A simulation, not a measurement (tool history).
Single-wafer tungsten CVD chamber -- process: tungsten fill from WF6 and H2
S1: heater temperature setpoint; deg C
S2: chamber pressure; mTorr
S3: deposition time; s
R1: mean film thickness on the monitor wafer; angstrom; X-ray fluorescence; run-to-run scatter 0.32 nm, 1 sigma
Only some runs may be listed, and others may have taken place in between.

run 1 day=0 | S1=375 S2=35200 S3=29.9 | R1=500.78
run 2 day=0.179 | S1=378 S2=35300 S3=29.9 | R1=539.08
run 3 day=0.392 | S1=380 S2=35400 S3=29.9 | R1=566.95
run 4 day=0.554 | S1=386 S2=35400 S3=29.9 | R1=648.53
run 5 day=0.925 | S1=386 S2=35400 S3=30.9 | R1=670.25
run 6 day=1.258 | S1=395 S2=35400 S3=30.9 | R1=821.64
run 7 day=1.379 | S1=393 S2=35400 S3=30.9 | R1=786.16
run 8 day=1.546 | S1=392 S2=35400 S3=30.9 | R1=772.82

Run 9 comes next. What will it give?
run 9 day=1.662 | S1=386 S2=35200 S3=30.9 | R1=?

R1: 668.93 angstrom

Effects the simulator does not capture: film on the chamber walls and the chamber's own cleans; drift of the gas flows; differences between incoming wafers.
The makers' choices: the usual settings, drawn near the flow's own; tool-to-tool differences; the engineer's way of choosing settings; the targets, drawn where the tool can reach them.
